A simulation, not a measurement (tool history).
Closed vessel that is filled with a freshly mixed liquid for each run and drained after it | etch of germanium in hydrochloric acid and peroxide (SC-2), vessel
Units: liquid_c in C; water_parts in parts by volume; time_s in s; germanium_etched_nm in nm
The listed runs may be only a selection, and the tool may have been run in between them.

| run | day | liquid_c | water_parts | time_s | germanium_etched_nm |
|---|---|---|---|---|---|
| 1 | 0 | 56 | 9.5 | 95 | 177.75 |
| 2 | 0.075 | 56 | 9.5 | 105 | 195.43 |
| 3 | 0.271 | 55 | 9.5 | 105 | 189.39 |
| 4 | 0.542 | 55 | 9.5 | 95 | 170.5 |
| 5 | 0.729 | 55 | 9.5 | 105 | 190.08 |
| 6 | 1.054 | 58 | 9.5 | 105 | 211.12 |

Expected results for the next run?
| 7 | 1.35 | 50 | 10 | 105 | ? |

germanium_etched_nm: 161.84 nm
